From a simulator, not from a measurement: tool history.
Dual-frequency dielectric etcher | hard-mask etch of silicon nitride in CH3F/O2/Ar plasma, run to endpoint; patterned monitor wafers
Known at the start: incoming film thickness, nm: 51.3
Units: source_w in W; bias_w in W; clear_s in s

run,hour,source_w,bias_w,clear_s
1,0.0,450,93,65.316
2,2.5,380,93,69.971
3,5.3,440,96,65.233
4,12.4,410,96,66.820
5,18.1,460,98,64.562
6,25.8,500,102,60.239

Run 7 comes next. What will it give?
7,30.6,520,103,?

clear_s: 59.993 s
